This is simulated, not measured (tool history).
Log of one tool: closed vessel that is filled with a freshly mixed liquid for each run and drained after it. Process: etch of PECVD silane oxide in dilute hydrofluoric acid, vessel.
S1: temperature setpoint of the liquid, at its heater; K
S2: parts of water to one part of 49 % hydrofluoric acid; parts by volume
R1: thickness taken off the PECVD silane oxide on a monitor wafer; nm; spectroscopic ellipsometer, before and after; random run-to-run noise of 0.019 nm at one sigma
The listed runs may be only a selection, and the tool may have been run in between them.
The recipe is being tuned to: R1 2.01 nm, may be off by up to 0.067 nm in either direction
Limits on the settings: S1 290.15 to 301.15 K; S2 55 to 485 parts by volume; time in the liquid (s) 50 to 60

{"run": 1, "hour": 0.0, "S1": 293.15, "S2": 270, "time in the liquid (s)": 60, "R1": 2.7478}
{"run": 2, "hour": 6.5, "S1": 293.15, "S2": 270, "time in the liquid (s)": 60, "R1": 2.7299}
{"run": 3, "hour": 11.4, "S1": 292.65, "S2": 275, "time in the liquid (s)": 60, "R1": 2.6367}
{"run": 4, "hour": 16.5, "S1": 292.65, "S2": 205, "time in the liquid (s)": 60, "R1": 3.8353}
{"run": 5, "hour": 17.5, "S1": 292.15, "S2": 220, "time in the liquid (s)": 60, "R1": 3.4483}
{"run": 6, "hour": 18.9, "S1": 291.65, "S2": 235, "time in the liquid (s)": 60, "R1": 3.1379}
{"run": 7, "hour": 24.7, "S1": 291.65, "S2": 245, "time in the liquid (s)": 60, "R1": 2.9421}
{"run": 8, "hour": 27.4, "S1": 291.65, "S2": 255, "time in the liquid (s)": 60, "R1": 2.7637}
{"run": 9, "hour": 30.5, "S1": 291.65, "S2": 260, "time in the liquid (s)": 60, "R1": 2.7293}
{"run": 10, "hour": 35.7, "S1": 291.65, "S2": 265, "time in the liquid (s)": 60, "R1": 2.6833}
{"run": 11, "hour": 39.8, "S1": 291.65, "S2": 270, "time in the liquid (s)": 60, "R1": 2.6354}
{"run": 12, "hour": 43.5, "S1": 291.65, "S2": 270, "time in the liquid (s)": 60, "R1": 2.5832}
{"run": 13, "hour": 50.5, "S1": 291.65, "S2": 275, "time in the liquid (s)": 60, "R1": 2.5811}
{"run": 14, "hour": 59.2, "S1": 291.65, "S2": 280, "time in the liquid (s)": 60, "R1": 2.4725}
{"run": 15, "hour": 61.2, "S1": 291.65, "S2": 285, "time in the liquid (s)": 60, "R1": 2.4225}
{"run": 16, "hour": 62.2, "S1": 291.65, "S2": 285, "time in the liquid (s)": 60, "R1": 2.4022}
{"run": 17, "hour": 68.2, "S1": 291.65, "S2": 290, "time in the liquid (s)": 60, "R1": 2.3766}

Next run, 5 choices. One meets every target within its allowed miss, the rest don't. Which?
{"run": "A", "hour": 74.2, "S1": 290.65, "S2": 325, "time in the liquid (s)": 55, "R1": "?"}
{"run": "B", "hour": 74.2, "S1": 296.15, "S2": 305, "time in the liquid (s)": 50, "R1": "?"}
{"run": "C", "hour": 74.2, "S1": 290.15, "S2": 255, "time in the liquid (s)": 50, "R1": "?"}
{"run": "D", "hour": 74.2, "S1": 290.15, "S2": 315, "time in the liquid (s)": 60, "R1": "?"}
{"run": "E", "hour": 74.2, "S1": 290.15, "S2": 295, "time in the liquid (s)": 50, "R1": "?"}

move=A R1=1.8159
move=B R1=2.1839
move=C R1=2.1905
move=D R1=2.0226
move=E R1=1.83
A: takes the result that was furthest off past its target
B: nearer the targets than the last run, but a result is still out of spec
C: nearer the targets than the last run, but a result is still out of spec
D: each result inside its tolerance
E: takes the result that was furthest off past its target
D is the move that brings every result within its allowed miss.
